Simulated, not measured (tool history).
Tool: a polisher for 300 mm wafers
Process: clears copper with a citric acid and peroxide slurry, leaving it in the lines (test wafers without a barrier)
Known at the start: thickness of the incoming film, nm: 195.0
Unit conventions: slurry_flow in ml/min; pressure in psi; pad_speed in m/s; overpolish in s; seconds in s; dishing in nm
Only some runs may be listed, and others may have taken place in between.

| run | hour | slurry_flow | pressure | pad_speed | slurry_solids | overpolish | seconds | dishing |
|---|---|---|---|---|---|---|---|---|
| 1 | 0 | 215 | 2.5 | 0.88 | 1 | 10 | 144.17 | 12.526 |
| 2 | 2.7 | 190 | 2.5 | 0.88 | 1 | 10 | 144.13 | 12.361 |
| 3 | 6.1 | 190 | 2 | 0.88 | 1 | 10 | 168.97 | 10.417 |
| 4 | 14.9 | 190 | 1.6 | 0.88 | 1 | 10 | 206.68 | 8.8332 |
| 5 | 18.3 | 190 | 1.6 | 0.88 | 1 | 9 | 208.81 | 7.8458 |
| 6 | 20 | 190 | 2.1 | 0.88 | 1 | 9 | 170.84 | 9.7966 |
| 7 | 22.7 | 190 | 2.1 | 0.88 | 1 | 8 | 166.71 | 8.6049 |

Run 8 has not been measured yet. What should we expect?
| 8 | 30.8 | 190 | 2 | 0.88 | 1 | 7 | ? | ? |

{"run 8": {"seconds": 176.86, "dishing": 7.4122}}

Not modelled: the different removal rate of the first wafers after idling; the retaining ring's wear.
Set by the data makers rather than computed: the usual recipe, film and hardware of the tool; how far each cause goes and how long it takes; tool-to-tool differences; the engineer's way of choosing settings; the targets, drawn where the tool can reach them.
